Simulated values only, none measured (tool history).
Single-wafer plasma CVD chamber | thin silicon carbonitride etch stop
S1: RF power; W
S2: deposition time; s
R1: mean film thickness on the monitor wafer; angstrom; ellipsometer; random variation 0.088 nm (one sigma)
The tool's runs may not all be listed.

run,day,S1,S2,R1
1,0.000,210,27.9,150.36
2,0.258,220,28.7,155.85
3,0.350,220,26.5,143.67
4,0.529,230,27.8,151.47
5,0.554,230,25.3,138.50
6,0.717,230,23.1,127.08
7,0.758,235,25.1,139.45

Run 8 has not been measured yet. What should we expect?
8,1.096,245,26.4,?

Run 8 yielded R1 147.69 angstrom.
